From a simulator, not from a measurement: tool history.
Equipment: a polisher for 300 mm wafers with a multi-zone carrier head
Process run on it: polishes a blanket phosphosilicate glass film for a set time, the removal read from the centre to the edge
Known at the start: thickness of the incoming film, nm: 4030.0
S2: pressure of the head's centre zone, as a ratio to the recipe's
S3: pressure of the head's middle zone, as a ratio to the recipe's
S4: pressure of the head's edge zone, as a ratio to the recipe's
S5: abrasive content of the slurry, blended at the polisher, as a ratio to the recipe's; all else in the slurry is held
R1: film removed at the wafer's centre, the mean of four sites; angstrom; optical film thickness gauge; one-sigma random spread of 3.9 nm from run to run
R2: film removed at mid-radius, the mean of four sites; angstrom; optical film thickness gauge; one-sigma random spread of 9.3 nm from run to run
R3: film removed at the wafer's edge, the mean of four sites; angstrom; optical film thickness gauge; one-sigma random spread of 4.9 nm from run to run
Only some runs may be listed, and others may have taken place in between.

Run 1, hour 0.0: flow of slurry (ml/min) 145, S2 1.00, S3 1.00, S4 1.00, S5 1.00, polishing time (s) 75. Result: R1 8936.9 angstrom, R2 8939.2 angstrom, R3 8781.5 angstrom.
Run 2, hour 3.7: flow of slurry (ml/min) 145, S2 1.00, S3 0.94, S4 1.00, S5 1.00, polishing time (s) 75. Result: R1 8992.8 angstrom, R2 8369.1 angstrom, R3 8872.8 angstrom.
Run 3, hour 11.9: flow of slurry (ml/min) 135, S2 0.96, S3 0.94, S4 0.97, S5 0.90, polishing time (s) 75. Result: R1 8180.3 angstrom, R2 8149.0 angstrom, R3 8425.4 angstrom.
Run 4, hour 13.3: flow of slurry (ml/min) 130, S2 0.93, S3 0.94, S4 0.95, S5 0.80, polishing time (s) 75. Result: R1 7477.7 angstrom, R2 7404.1 angstrom, R3 7824.9 angstrom.
Run 5, hour 20.0: flow of slurry (ml/min) 120, S2 0.90, S3 0.96, S4 0.93, S5 0.75, polishing time (s) 75. Result: R1 6953.1 angstrom, R2 7203.7 angstrom, R3 7455.4 angstrom.
Run 6, hour 26.1: flow of slurry (ml/min) 120, S2 0.90, S3 0.91, S4 0.93, S5 0.75, polishing time (s) 75. Result: R1 6848.1 angstrom, R2 7070.6 angstrom, R3 7496.2 angstrom.
Run 7, hour 29.4: flow of slurry (ml/min) 115, S2 0.88, S3 0.92, S4 0.91, S5 0.75, polishing time (s) 75. Result: R1 6665.4 angstrom, R2 6850.3 angstrom, R3 7249.3 angstrom.
Run 8, hour 35.2: flow of slurry (ml/min) 110, S2 0.86, S3 0.95, S4 0.91, S5 0.75, polishing time (s) 75. Result: R1 6386.1 angstrom, R2 7028.5 angstrom, R3 7322.4 angstrom.
Run 9, hour 40.3: flow of slurry (ml/min) 105, S2 0.85, S3 0.96, S4 0.89, S5 0.75, polishing time (s) 75. Result: R1 6286.1 angstrom, R2 7190.9 angstrom, R3 7154.1 angstrom.
Run 10, hour 49.3: flow of slurry (ml/min) 100, S2 0.84, S3 0.95, S4 0.88, S5 0.75, polishing time (s) 75. Result: R1 6088.7 angstrom, R2 6758.4 angstrom, R3 7048.7 angstrom.
Run 11, hour 55.3: flow of slurry (ml/min) 95, S2 0.84, S3 0.96, S4 0.87, S5 0.75, polishing time (s) 75. Result: R1 6098.2 angstrom, R2 6982.0 angstrom, R3 6914.8 angstrom.

Predict the results of run 12:
Run 12, hour 59.3: flow of slurry (ml/min) 85, S2 0.81, S3 0.95, S4 0.86, S5 0.75, polishing time (s) 75. Result: R1 ?, R2 ?, R3 ?.

{"run 12": {"R1": 5567.9, "R2": 6626.3, "R3": 6771.5}}

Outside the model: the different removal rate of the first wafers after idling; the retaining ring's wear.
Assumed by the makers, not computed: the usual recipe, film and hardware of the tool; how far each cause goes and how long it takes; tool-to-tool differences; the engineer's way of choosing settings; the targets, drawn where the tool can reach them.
